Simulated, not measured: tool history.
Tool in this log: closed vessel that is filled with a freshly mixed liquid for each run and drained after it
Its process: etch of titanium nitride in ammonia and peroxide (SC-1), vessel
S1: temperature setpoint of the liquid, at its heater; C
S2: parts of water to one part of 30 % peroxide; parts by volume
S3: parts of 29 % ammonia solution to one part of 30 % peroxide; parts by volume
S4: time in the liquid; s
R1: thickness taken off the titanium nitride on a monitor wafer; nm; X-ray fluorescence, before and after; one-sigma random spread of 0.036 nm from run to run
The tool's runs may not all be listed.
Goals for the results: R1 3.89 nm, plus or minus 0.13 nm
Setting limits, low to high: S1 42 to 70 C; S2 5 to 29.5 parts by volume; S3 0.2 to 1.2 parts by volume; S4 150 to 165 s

Run 1, hour 0: S1 58 C, S2 16.5 parts by volume, S3 0.9 parts by volume, S4 150 s. Result: R1 11.335 nm.
Run 2, hour 0.8: S1 56.5 C, S2 16.5 parts by volume, S3 0.9 parts by volume, S4 150 s. Result: R1 10.285 nm.
Run 3, hour 6.4: S1 56.5 C, S2 16.5 parts by volume, S3 0.6 parts by volume, S4 150 s. Result: R1 9.3788 nm.
Run 4, hour 15.2: S1 62.5 C, S2 16.5 parts by volume, S3 0.6 parts by volume, S4 150 s. Result: R1 14.158 nm.
Run 5, hour 19.5: S1 62.5 C, S2 16.5 parts by volume, S3 0.6 parts by volume, S4 165 s. Result: R1 15.661 nm.
Run 6, hour 27.2: S1 62.5 C, S2 16.5 parts by volume, S3 0.85 parts by volume, S4 165 s. Result: R1 16.674 nm.
Run 7, hour 34.6: S1 54.5 C, S2 20.5 parts by volume, S3 0.8 parts by volume, S4 165 s. Result: R1 8.6887 nm.
Run 8, hour 37.1: S1 53 C, S2 20.5 parts by volume, S3 0.8 parts by volume, S4 165 s. Result: R1 7.7036 nm.
Run 9, hour 39.8: S1 52 C, S2 20.5 parts by volume, S3 0.8 parts by volume, S4 165 s. Result: R1 7.152 nm.
Run 10, hour 42.8: S1 44 C, S2 20.5 parts by volume, S3 0.8 parts by volume, S4 165 s. Result: R1 4.1782 nm.

Next run, 5 choices. One meets every target within its allowed miss, the rest don't. Which?
Run A, hour 45.8: S1 46 C, S2 22.5 parts by volume, S3 0.6 parts by volume, S4 150 s. Result: R1 ?.
Run B, hour 45.8: S1 48 C, S2 26.5 parts by volume, S3 0.75 parts by volume, S4 165 s. Result: R1 ?.
Run C, hour 45.8: S1 46 C, S2 19.5 parts by volume, S3 0.85 parts by volume, S4 155 s. Result: R1 ?.
Run D, hour 45.8: S1 45 C, S2 21 parts by volume, S3 0.9 parts by volume, S4 165 s. Result: R1 ?.
Run E, hour 45.8: S1 47 C, S2 26.5 parts by volume, S3 1.1 parts by volume, S4 165 s. Result: R1 ?.

move      R1
   A  3.9183
   B  4.7224
   C  4.6716
   D  4.4894
   E  4.7177
A: hits every target within its allowed miss
B: misses by more than the last run did
C: misses by more than the last run did
D: misses by more than the last run did
E: misses by more than the last run did
Answer: A
